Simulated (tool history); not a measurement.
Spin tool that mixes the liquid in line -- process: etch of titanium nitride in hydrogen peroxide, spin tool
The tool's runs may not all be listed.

| run | day | temperature setpoint of the liquid (C) | concentration of hydrogen peroxide in the mixed liquid (% by weight) | time under the liquid (s) | thickness taken off the titanium nitride on a monitor wafer (Å) |
|---|---|---|---|---|---|
| 1 | 0 | 57 | 17.5 | 275 | 200.5 |
| 2 | 0.1 | 55 | 17.5 | 275 | 175.1 |
| 3 | 0.217 | 53 | 17.5 | 275 | 153.63 |
| 4 | 0.421 | 53 | 17.5 | 275 | 152.42 |
| 5 | 0.488 | 55.5 | 17.5 | 275 | 182.26 |
| 6 | 0.679 | 61.5 | 17.5 | 275 | 275.42 |
| 7 | 0.725 | 58.5 | 17.5 | 275 | 221.59 |
| 8 | 1.067 | 56 | 17.5 | 275 | 185.73 |
| 9 | 1.254 | 54 | 17.5 | 275 | 165.3 |

For run 10, what comes out?
|  | 1.358 | thermometer replaced |
| 10 | 1.358 | 52 | 17 | 275 | ? |

Run 10 gave thickness taken off the titanium nitride on a monitor wafer (Å) 127.17.
